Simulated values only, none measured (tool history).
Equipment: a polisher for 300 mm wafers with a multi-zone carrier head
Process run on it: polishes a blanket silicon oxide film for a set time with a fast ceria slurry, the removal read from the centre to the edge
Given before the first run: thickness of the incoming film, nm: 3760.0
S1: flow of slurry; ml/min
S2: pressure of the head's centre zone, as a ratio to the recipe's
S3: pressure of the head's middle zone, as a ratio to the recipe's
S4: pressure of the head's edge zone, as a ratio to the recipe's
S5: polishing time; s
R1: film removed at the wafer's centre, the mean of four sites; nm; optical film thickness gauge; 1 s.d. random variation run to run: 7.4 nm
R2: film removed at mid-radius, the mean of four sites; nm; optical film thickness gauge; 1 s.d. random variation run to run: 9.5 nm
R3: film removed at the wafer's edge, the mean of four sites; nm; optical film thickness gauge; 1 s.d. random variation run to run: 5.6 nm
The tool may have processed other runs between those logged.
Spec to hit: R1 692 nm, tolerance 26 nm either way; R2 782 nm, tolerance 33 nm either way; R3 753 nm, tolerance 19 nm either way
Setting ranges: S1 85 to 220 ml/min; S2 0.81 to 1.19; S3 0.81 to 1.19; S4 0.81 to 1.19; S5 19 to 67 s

{"run": 1, "hour": 0.0, "S1": 140, "S2": 1, "S3": 1, "S4": 1, "S5": 43, "R1": 676.59, "R2": 672.95, "R3": 659.83}
{"run": 2, "hour": 7.0, "S1": 140, "S2": 1, "S3": 1, "S4": 1, "S5": 52, "R1": 814.12, "R2": 799.64, "R3": 801.76}
{"run": 3, "hour": 11.6, "S1": 135, "S2": 0.99, "S3": 1, "S4": 1, "S5": 52, "R1": 802.27, "R2": 772.74, "R3": 798.07}
{"run": 4, "hour": 17.4, "S1": 135, "S2": 0.99, "S3": 1, "S4": 1, "S5": 58, "R1": 891.06, "R2": 897.19, "R3": 876.26}
{"run": 5, "hour": 21.2, "S1": 115, "S2": 0.99, "S3": 1, "S4": 1, "S5": 58, "R1": 857.69, "R2": 843.16, "R3": 871.16}
{"run": 6, "hour": 23.0, "S1": 105, "S2": 0.99, "S3": 1, "S4": 1, "S5": 58, "R1": 830.94, "R2": 829.1, "R3": 850.42}
{"run": 7, "hour": 24.4, "S1": 105, "S2": 0.98, "S3": 1, "S4": 0.99, "S5": 58, "R1": 817.74, "R2": 826.38, "R3": 835.2}
{"run": 8, "hour": 32.7, "S1": 105, "S2": 0.97, "S3": 1, "S4": 0.98, "S5": 58, "R1": 819.48, "R2": 826.52, "R3": 846.85}
{"run": 9, "hour": 37.3, "S1": 105, "S2": 0.96, "S3": 1.01, "S4": 0.97, "S5": 58, "R1": 799.38, "R2": 851.25, "R3": 837.14}
{"run": 10, "hour": 40.6, "S1": 105, "S2": 0.96, "S3": 1.01, "S4": 0.97, "S5": 58, "R1": 793.82, "R2": 841.54, "R3": 828.73}
{"run": 11, "hour": 43.3, "S1": 105, "S2": 0.95, "S3": 1.01, "S4": 0.96, "S5": 58, "R1": 801.77, "R2": 832.94, "R3": 828.22}
{"run": 12, "hour": 51.4, "S1": 90, "S2": 0.85, "S3": 1.05, "S4": 0.88, "S5": 55, "R1": 672.76, "R2": 770.68, "R3": 725.25}

Of the 4 settings listed for the next run, only one would bring every result within its allowed miss of target. Which one?
{"run": "A", "hour": 59.5, "S1": 85, "S2": 0.81, "S3": 0.93, "S4": 0.94, "S5": 57, "R1": "?", "R2": "?", "R3": "?"}
{"run": "B", "hour": 59.5, "S1": 105, "S2": 0.89, "S3": 0.96, "S4": 0.84, "S5": 56, "R1": "?", "R2": "?", "R3": "?"}
{"run": "C", "hour": 59.5, "S1": 95, "S2": 0.85, "S3": 1.02, "S4": 0.89, "S5": 56, "R1": "?", "R2": "?", "R3": "?"}
{"run": "D", "hour": 59.5, "S1": 90, "S2": 0.86, "S3": 1.08, "S4": 0.85, "S5": 55, "R1": "?", "R2": "?", "R3": "?"}

move=A R1=660.79 R2=697.85 R3=760.5
move=B R1=749.13 R2=759.83 R3=746.4
move=C R1=701.76 R2=773.21 R3=748.33
move=D R1=678.34 R2=781.47 R3=709.81
A: corrects the largest miss of the last run, while another result sits out of spec
B: corrects the largest miss of the last run, while another result sits out of spec
C: meets every target
D: its largest miss is bigger than the last run's
Correct choice: C, which meets every target
